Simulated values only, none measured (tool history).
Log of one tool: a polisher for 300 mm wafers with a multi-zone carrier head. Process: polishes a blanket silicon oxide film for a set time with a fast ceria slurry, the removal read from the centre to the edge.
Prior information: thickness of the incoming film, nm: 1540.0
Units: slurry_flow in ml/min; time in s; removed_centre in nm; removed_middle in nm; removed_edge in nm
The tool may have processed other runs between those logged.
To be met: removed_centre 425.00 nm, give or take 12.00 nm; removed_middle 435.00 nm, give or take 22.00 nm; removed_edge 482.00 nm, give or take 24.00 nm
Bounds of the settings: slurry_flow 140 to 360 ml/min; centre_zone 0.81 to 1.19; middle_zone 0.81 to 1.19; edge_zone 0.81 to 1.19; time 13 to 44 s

{"run": 1, "hour": 0.0, "slurry_flow": 230, "centre_zone": 1.0, "middle_zone": 1.0, "edge_zone": 1.0, "time": 28, "removed_centre": 548.72, "removed_middle": 530.3, "removed_edge": 541.16}
{"run": 2, "hour": 1.2, "slurry_flow": 205, "centre_zone": 1.0, "middle_zone": 1.0, "edge_zone": 1.0, "time": 28, "removed_centre": 545.75, "removed_middle": 531.98, "removed_edge": 534.34}
{"run": 3, "hour": 7.7, "slurry_flow": 205, "centre_zone": 1.0, "middle_zone": 1.0, "edge_zone": 1.0, "time": 24, "removed_centre": 464.76, "removed_middle": 450.44, "removed_edge": 455.35}
{"run": 4, "hour": 10.0, "slurry_flow": 205, "centre_zone": 0.99, "middle_zone": 0.99, "edge_zone": 1.01, "time": 24, "removed_centre": 467.08, "removed_middle": 458.03, "removed_edge": 454.53}
{"run": 5, "hour": 14.1, "slurry_flow": 210, "centre_zone": 0.97, "middle_zone": 0.97, "edge_zone": 1.03, "time": 24, "removed_centre": 456.27, "removed_middle": 453.85, "removed_edge": 463.37}
{"run": 6, "hour": 15.6, "slurry_flow": 210, "centre_zone": 0.97, "middle_zone": 0.97, "edge_zone": 1.09, "time": 24, "removed_centre": 458.96, "removed_middle": 433.29, "removed_edge": 479.41}
{"run": 7, "hour": 16.9, "slurry_flow": 210, "centre_zone": 0.97, "middle_zone": 0.97, "edge_zone": 1.09, "time": 24, "removed_centre": 457.34, "removed_middle": 449.88, "removed_edge": 481.32}
{"run": 8, "hour": 21.2, "slurry_flow": 210, "centre_zone": 0.96, "middle_zone": 0.97, "edge_zone": 1.09, "time": 24, "removed_centre": 452.86, "removed_middle": 453.63, "removed_edge": 483.39}
{"run": 9, "hour": 30.0, "slurry_flow": 210, "centre_zone": 0.96, "middle_zone": 0.96, "edge_zone": 1.09, "time": 24, "removed_centre": 453.01, "removed_middle": 447.59, "removed_edge": 477.22}
{"run": 10, "hour": 38.0, "slurry_flow": 210, "centre_zone": 0.95, "middle_zone": 0.96, "edge_zone": 1.1, "time": 24, "removed_centre": 444.44, "removed_middle": 437.71, "removed_edge": 484.95}
{"run": 11, "hour": 40.6, "slurry_flow": 210, "centre_zone": 0.95, "middle_zone": 0.96, "edge_zone": 1.1, "time": 24, "removed_centre": 444.78, "removed_middle": 456.5, "removed_edge": 478.99}
{"run": 12, "hour": 43.8, "slurry_flow": 210, "centre_zone": 0.95, "middle_zone": 0.95, "edge_zone": 1.11, "time": 24, "removed_centre": 448.92, "removed_middle": 452.03, "removed_edge": 492.51}

Exercise: of the 5 proposed moves below, exactly one satisfies all targets within the stated allowed misses. Which move is it?
{"run": "A", "hour": 47.0, "slurry_flow": 205, "centre_zone": 0.84, "middle_zone": 0.87, "edge_zone": 1.19, "time": 25, "removed_centre": "?", "removed_middle": "?", "removed_edge": "?"}
{"run": "B", "hour": 47.0, "slurry_flow": 240, "centre_zone": 0.89, "middle_zone": 0.82, "edge_zone": 1.19, "time": 23, "removed_centre": "?", "removed_middle": "?", "removed_edge": "?"}
{"run": "C", "hour": 47.0, "slurry_flow": 235, "centre_zone": 0.9, "middle_zone": 0.93, "edge_zone": 1.09, "time": 24, "removed_centre": "?", "removed_middle": "?", "removed_edge": "?"}
{"run": "D", "hour": 47.0, "slurry_flow": 215, "centre_zone": 0.9, "middle_zone": 0.87, "edge_zone": 1.19, "time": 23, "removed_centre": "?", "removed_middle": "?", "removed_edge": "?"}
{"run": "E", "hour": 47.0, "slurry_flow": 190, "centre_zone": 0.93, "middle_zone": 0.98, "edge_zone": 1.1, "time": 26, "removed_centre": "?", "removed_middle": "?", "removed_edge": "?"}

move=A removed_centre=408.95 removed_middle=424.89 removed_edge=525.88
move=B removed_centre=405.77 removed_middle=378.21 removed_edge=489.88
move=C removed_centre=427.57 removed_middle=437.00 removed_edge=489.54
move=D removed_centre=405.57 removed_middle=392.70 removed_edge=485.58
move=E removed_centre=467.42 removed_middle=483.87 removed_edge=523.57
A: moves the result that the last run missed by most past its target, out the other side
B: moves the result that the last run missed by most past its target, out the other side
C: all results in spec
D: moves the result that the last run missed by most past its target, out the other side
E: lands further from the targets than the last run did
Go with C: it meets all targets.

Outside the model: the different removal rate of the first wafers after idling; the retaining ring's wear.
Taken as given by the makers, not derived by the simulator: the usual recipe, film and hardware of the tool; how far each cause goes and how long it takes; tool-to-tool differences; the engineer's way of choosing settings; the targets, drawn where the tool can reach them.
